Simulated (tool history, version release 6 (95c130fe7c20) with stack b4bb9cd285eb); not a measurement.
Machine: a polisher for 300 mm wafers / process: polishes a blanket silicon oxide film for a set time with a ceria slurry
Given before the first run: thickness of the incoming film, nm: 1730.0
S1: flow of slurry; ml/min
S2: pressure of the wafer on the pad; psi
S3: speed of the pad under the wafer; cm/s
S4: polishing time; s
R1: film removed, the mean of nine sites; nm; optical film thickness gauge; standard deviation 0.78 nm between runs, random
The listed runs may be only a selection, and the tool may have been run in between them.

{"run": 1, "hour": 0.0, "S1": 195, "S2": 3.1, "S3": 94, "S4": 43, "R1": 167.99}
{"run": 2, "hour": 3.5, "S1": 195, "S2": 3.1, "S3": 94, "S4": 43, "R1": 170.61}
{"run": 3, "hour": 8.9, "S1": 190, "S2": 3.0, "S3": 94, "S4": 43, "R1": 163.22}
{"run": 4, "hour": 9.9, "S1": 190, "S2": 3.5, "S3": 94, "S4": 43, "R1": 187.22}
{"run": 5, "hour": 13.4, "S1": 185, "S2": 3.3, "S3": 94, "S4": 43, "R1": 177.23}
{"run": 6, "hour": 18.3, "S1": 185, "S2": 3.3, "S3": 94, "S4": 43, "R1": 176.38}
{"run": 7, "hour": 27.1, "S1": 155, "S2": 2.4, "S3": 94, "S4": 43, "R1": 132.77}
{"run": 8, "hour": 29.9, "S1": 145, "S2": 2.2, "S3": 94, "S4": 43, "R1": 120.92}
{"hour": 37.9, "done": "head pressure recalibrated"}
{"run": 9, "hour": 37.9, "S1": 135, "S2": 2.2, "S3": 94, "S4": 43, "R1": 109.35}
{"run": 10, "hour": 40.8, "S1": 135, "S2": 2.2, "S3": 94, "S4": 43, "R1": 109.5}

Predict the results of run 11:
{"run": 11, "hour": 43.9, "S1": 145, "S2": 2.2, "S3": 94, "S4": 43, "R1": "?"}

R1: 111.42 nm
